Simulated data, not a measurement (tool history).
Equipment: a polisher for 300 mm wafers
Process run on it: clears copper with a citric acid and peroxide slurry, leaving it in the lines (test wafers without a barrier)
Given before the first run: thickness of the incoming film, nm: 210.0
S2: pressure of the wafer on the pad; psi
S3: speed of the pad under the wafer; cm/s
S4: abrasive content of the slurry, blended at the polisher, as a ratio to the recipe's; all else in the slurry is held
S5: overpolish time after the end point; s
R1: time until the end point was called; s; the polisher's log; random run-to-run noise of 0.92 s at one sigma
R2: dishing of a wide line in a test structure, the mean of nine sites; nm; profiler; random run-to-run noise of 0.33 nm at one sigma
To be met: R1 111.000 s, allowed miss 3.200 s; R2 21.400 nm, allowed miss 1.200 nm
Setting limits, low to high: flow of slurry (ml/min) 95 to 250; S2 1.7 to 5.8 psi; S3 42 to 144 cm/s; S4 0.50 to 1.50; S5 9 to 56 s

{"run": 1, "hour": 0.0, "flow of slurry (ml/min)": 160, "S2": 3.7, "S3": 92, "S4": 1.0, "S5": 29, "R1": 94.058, "R2": 20.374}
{"run": 2, "hour": 5.3, "flow of slurry (ml/min)": 125, "S2": 3.7, "S3": 92, "S4": 1.0, "S5": 29, "R1": 98.058, "R2": 19.207}
{"run": 3, "hour": 14.2, "flow of slurry (ml/min)": 125, "S2": 2.9, "S3": 92, "S4": 1.0, "S5": 29, "R1": 126.25, "R2": 17.765}
{"run": 4, "hour": 19.4, "flow of slurry (ml/min)": 95, "S2": 2.9, "S3": 92, "S4": 1.0, "S5": 29, "R1": 137.63, "R2": 16.244}
{"run": 5, "hour": 21.9, "flow of slurry (ml/min)": 95, "S2": 2.9, "S3": 92, "S4": 0.85, "S5": 29, "R1": 143.46, "R2": 16.269}
{"run": 6, "hour": 25.6, "flow of slurry (ml/min)": 95, "S2": 2.9, "S3": 92, "S4": 0.95, "S5": 29, "R1": 140.01, "R2": 16.369}
{"run": 7, "hour": 34.2, "flow of slurry (ml/min)": 120, "S2": 2.9, "S3": 92, "S4": 0.95, "S5": 31, "R1": 127.92, "R2": 17.693}
{"run": 8, "hour": 41.4, "flow of slurry (ml/min)": 130, "S2": 2.9, "S3": 92, "S4": 0.95, "S5": 33, "R1": 124.06, "R2": 18.259}
{"hour": 42.7, "done": "slurry nozzle cleaned"}
{"run": 9, "hour": 42.7, "flow of slurry (ml/min)": 140, "S2": 2.9, "S3": 92, "S4": 0.95, "S5": 36, "R1": 114.64, "R2": 19.784}

5 next moves are on the table. One of them brings every result within its allowed miss. Which?
{"run": "A", "hour": 44.0, "flow of slurry (ml/min)": 140, "S2": 2.7, "S3": 98, "S4": 0.85, "S5": 56, "R1": "?", "R2": "?"}
{"run": "B", "hour": 44.0, "flow of slurry (ml/min)": 150, "S2": 2.6, "S3": 96, "S4": 1.05, "S5": 29, "R1": "?", "R2": "?"}
{"run": "C", "hour": 44.0, "flow of slurry (ml/min)": 155, "S2": 2.4, "S3": 112, "S4": 0.8, "S5": 31, "R1": "?", "R2": "?"}
{"run": "D", "hour": 44.0, "flow of slurry (ml/min)": 150, "S2": 3.2, "S3": 96, "S4": 0.6, "S5": 39, "R1": "?", "R2": "?"}
{"run": "E", "hour": 44.0, "flow of slurry (ml/min)": 145, "S2": 2.8, "S3": 92, "S4": 0.85, "S5": 28, "R1": "?", "R2": "?"}

move=A R1=119.220 R2=23.391
move=B R1=118.550 R2=18.035
move=C R1=116.620 R2=18.716
move=D R1=110.100 R2=21.536
move=E R1=121.490 R2=17.523
A: pushes the last run's worst result past its target
B: lands further from the targets than the last run did
C: lands further from the targets than the last run did
D: all results in spec
E: lands further from the targets than the last run did
The move that meets every target is D.
